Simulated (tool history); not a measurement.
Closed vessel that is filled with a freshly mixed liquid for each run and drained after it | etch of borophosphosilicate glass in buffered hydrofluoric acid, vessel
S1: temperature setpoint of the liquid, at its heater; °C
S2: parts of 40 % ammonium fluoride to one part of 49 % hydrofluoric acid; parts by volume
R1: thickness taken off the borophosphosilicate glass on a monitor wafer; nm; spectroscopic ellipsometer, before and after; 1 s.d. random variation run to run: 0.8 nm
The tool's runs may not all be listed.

{"run": 1, "hour": 0.0, "S1": 25, "S2": 13, "time in the liquid (s)": 30, "R1": 42.488}
{"run": 2, "hour": 9.0, "S1": 25, "S2": 13, "time in the liquid (s)": 30, "R1": 42.966}
{"run": 3, "hour": 14.3, "S1": 27.5, "S2": 13, "time in the liquid (s)": 30, "R1": 48.521}
{"run": 4, "hour": 16.4, "S1": 27.5, "S2": 10.5, "time in the liquid (s)": 30, "R1": 60.277}
{"run": 5, "hour": 23.6, "S1": 28, "S2": 10.5, "time in the liquid (s)": 30, "R1": 61.401}
{"run": 6, "hour": 31.8, "S1": 28, "S2": 9, "time in the liquid (s)": 30, "R1": 68.337}

Run 7, settings as shown, results not yet in. Your forecast:
{"run": 7, "hour": 37.4, "S1": 28.5, "S2": 9, "time in the liquid (s)": 30, "R1": "?"}

{"run 7": {"R1": 71.73}}
